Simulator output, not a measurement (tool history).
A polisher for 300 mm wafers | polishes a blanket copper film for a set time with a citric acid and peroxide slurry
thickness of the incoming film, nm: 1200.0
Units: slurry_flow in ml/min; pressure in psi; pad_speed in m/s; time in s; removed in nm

| run | hour | slurry_flow | pressure | pad_speed | slurry_solids | time | removed |
|---|---|---|---|---|---|---|---|
| 1 | 0.0 | 315 | 4.0 | 0.90 | 1.0 | 63 | 173.36 |
| 2 | 3.4 | 315 | 3.6 | 0.90 | 1.0 | 63 | 156.55 |
| 3 | 11.4 | 315 | 3.3 | 0.90 | 1.0 | 63 | 142.18 |
| 4 | 19.3 | 315 | 2.9 | 0.90 | 1.0 | 63 | 124.50 |
| 5 | 24.3 | 315 | 2.8 | 0.90 | 1.0 | 63 | 121.53 |
| 6 | 25.6 | 315 | 2.7 | 0.90 | 1.0 | 63 | 118.36 |

Run 7 comes next. What will it give?
| 7 | 33.4 | 315 | 2.6 | 0.90 | 1.0 | 63 | ? |

removed: 112.74 nm
